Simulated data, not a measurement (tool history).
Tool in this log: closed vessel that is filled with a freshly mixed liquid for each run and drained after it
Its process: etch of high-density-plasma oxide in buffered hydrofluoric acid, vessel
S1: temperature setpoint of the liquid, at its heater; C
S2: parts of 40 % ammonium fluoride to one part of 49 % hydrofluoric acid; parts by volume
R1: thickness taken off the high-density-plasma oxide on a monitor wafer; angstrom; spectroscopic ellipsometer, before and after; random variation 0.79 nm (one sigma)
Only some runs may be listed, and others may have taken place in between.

Run 1, hour 0.0: S1 23.0 C, S2 8.5 parts by volume, time in the liquid (s) 30. Result: R1 426.16 angstrom.
Run 2, hour 5.1: S1 23.0 C, S2 8.5 parts by volume, time in the liquid (s) 30. Result: R1 421.50 angstrom.
Run 3, hour 8.4: S1 25.5 C, S2 7.5 parts by volume, time in the liquid (s) 30. Result: R1 554.65 angstrom.
Run 4, hour 15.0: S1 27.0 C, S2 7.0 parts by volume, time in the liquid (s) 30. Result: R1 638.37 angstrom.
Run 5, hour 16.4: S1 28.0 C, S2 6.5 parts by volume, time in the liquid (s) 30. Result: R1 724.36 angstrom.
Run 6, hour 17.2: S1 28.0 C, S2 9.0 parts by volume, time in the liquid (s) 30. Result: R1 517.54 angstrom.
Run 7, hour 20.3: S1 29.0 C, S2 8.0 parts by volume, time in the liquid (s) 30. Result: R1 611.76 angstrom.

What does the tool deliver on the next run?
Run 8, hour 20.9: S1 29.5 C, S2 7.0 parts by volume, time in the liquid (s) 30. Result: R1 ?.

R1: 742.13 angstrom
